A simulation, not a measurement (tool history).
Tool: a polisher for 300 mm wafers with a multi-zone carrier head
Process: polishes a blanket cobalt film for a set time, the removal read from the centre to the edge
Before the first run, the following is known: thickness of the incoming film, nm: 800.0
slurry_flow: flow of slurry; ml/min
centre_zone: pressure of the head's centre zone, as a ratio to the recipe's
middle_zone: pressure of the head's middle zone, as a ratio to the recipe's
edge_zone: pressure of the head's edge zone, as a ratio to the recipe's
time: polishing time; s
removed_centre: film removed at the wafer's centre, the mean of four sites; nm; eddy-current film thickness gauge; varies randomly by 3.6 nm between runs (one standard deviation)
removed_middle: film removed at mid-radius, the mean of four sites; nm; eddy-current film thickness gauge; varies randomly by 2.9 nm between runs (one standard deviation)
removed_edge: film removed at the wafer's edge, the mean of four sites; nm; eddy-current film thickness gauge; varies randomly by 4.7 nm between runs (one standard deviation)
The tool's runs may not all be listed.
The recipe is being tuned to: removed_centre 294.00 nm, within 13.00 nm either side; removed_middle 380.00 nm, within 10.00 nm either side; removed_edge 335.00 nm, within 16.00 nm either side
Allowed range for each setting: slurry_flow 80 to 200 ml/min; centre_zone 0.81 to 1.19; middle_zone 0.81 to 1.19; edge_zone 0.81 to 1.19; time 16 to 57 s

run 1 day=0.000 | slurry_flow=130 centre_zone=1.00 middle_zone=1.00 edge_zone=1.00 time=36 | removed_centre=219.71 removed_middle=228.32 removed_edge=227.80
run 2 day=0.262 | slurry_flow=130 centre_zone=1.07 middle_zone=1.00 edge_zone=1.00 time=36 | removed_centre=241.72 removed_middle=229.33 removed_edge=230.03
run 3 day=0.542 | slurry_flow=130 centre_zone=1.07 middle_zone=1.00 edge_zone=1.00 time=30 | removed_centre=200.83 removed_middle=191.01 removed_edge=190.43
run 4 day=0.812 | slurry_flow=130 centre_zone=1.15 middle_zone=1.00 edge_zone=1.00 time=30 | removed_centre=216.73 removed_middle=190.22 removed_edge=193.90
run 5 day=0.908 | slurry_flow=130 centre_zone=1.15 middle_zone=1.00 edge_zone=1.07 time=30 | removed_centre=218.80 removed_middle=190.21 removed_edge=197.78
run 6 day=1.171 | slurry_flow=140 centre_zone=1.08 middle_zone=1.05 edge_zone=1.10 time=34 | removed_centre=235.49 removed_middle=227.58 removed_edge=227.34
run 7 day=1.217 | slurry_flow=150 centre_zone=1.03 middle_zone=1.09 edge_zone=1.12 time=37 | removed_centre=252.08 removed_middle=260.10 removed_edge=258.26
run 8 day=1.262 | slurry_flow=185 centre_zone=0.93 middle_zone=1.19 edge_zone=1.02 time=47 | removed_centre=298.37 removed_middle=367.02 removed_edge=322.38
run 9 day=1.538 | slurry_flow=185 centre_zone=0.92 middle_zone=1.19 edge_zone=1.02 time=47 | removed_centre=291.69 removed_middle=364.60 removed_edge=319.69
run 10 day=1.579 | slurry_flow=185 centre_zone=0.91 middle_zone=1.19 edge_zone=1.02 time=47 | removed_centre=296.22 removed_middle=368.46 removed_edge=314.97

Exactly one of the 4 candidate moves below puts every result within its allowed miss. Which one?
run A day=1.621 | slurry_flow=200 centre_zone=0.92 middle_zone=1.19 edge_zone=0.86 time=47 | removed_centre=? removed_middle=? removed_edge=?
run B day=1.621 | slurry_flow=190 centre_zone=0.88 middle_zone=1.18 edge_zone=1.10 time=48 | removed_centre=? removed_middle=? removed_edge=?
run C day=1.621 | slurry_flow=200 centre_zone=0.85 middle_zone=1.19 edge_zone=0.81 time=51 | removed_centre=? removed_middle=? removed_edge=?
run D day=1.621 | slurry_flow=200 centre_zone=0.86 middle_zone=1.19 edge_zone=0.99 time=50 | removed_centre=? removed_middle=? removed_edge=?

move=A removed_centre=290.35 removed_middle=377.72 removed_edge=294.51
move=B removed_centre=281.15 removed_middle=379.93 removed_edge=336.23
move=C removed_centre=291.11 removed_middle=410.04 removed_edge=311.24
move=D removed_centre=288.75 removed_middle=401.88 removed_edge=334.44
A: further off than the last run
B: in spec on every target
C: further off than the last run
D: puts the biggest miss on target and leaves a different result outside tolerance
The move that meets every target is B.
